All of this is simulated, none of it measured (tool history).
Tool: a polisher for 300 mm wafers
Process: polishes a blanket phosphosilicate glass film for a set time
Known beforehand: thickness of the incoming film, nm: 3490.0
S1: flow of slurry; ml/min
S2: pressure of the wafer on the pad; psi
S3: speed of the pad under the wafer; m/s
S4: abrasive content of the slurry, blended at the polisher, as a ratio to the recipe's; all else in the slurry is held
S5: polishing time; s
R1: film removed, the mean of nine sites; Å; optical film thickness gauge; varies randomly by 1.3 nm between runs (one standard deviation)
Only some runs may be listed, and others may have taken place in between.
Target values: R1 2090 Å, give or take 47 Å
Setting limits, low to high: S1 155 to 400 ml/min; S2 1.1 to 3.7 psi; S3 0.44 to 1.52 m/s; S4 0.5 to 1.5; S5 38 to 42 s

run	hour	S1	S2	S3	S4	S5	R1
1	0	255	2.4	0.98	1	42	2863.1
2	8.6	255	2.4	0.98	1	42	2867.6
3	11.5	250	2.3	0.98	1	42	2754.8
4	13.8	225	2.3	0.98	1	42	2656.3
5	16.5	215	2.2	0.98	1	42	2520.2
6	18.6	210	2.2	0.98	1	42	2553.9
7	27.2	205	2.1	0.98	1	42	2438.2
8	34.1	200	2.1	0.98	1	42	2449.8
9	42	195	2	0.98	1	42	2308.2
10	47.7	190	2	0.98	1	42	2290.2
11	51	175	1.8	0.98	1	42	2029

Which single option among these 5 for the next run brings every result within its allowed miss of target? Just one does.
A	54.3	195	1.7	1	1	42	?
B	54.3	295	1.6	1.1	1.1	41	?
C	54.3	160	1.6	1.06	1.3	41	?
D	54.3	155	2.1	0.84	0.95	41	?
E	54.3	225	2.2	0.88	0.75	40	?

move	R1
A	2011.1
B	2198.2
C	2114.9
D	1974.6
E	1924.8
A: misses by more than the last run did
B: the result that was furthest off in the last run now lies on the other side of its target
C: in spec on every target
D: misses by more than the last run did
E: misses by more than the last run did
The move that meets every target is C.

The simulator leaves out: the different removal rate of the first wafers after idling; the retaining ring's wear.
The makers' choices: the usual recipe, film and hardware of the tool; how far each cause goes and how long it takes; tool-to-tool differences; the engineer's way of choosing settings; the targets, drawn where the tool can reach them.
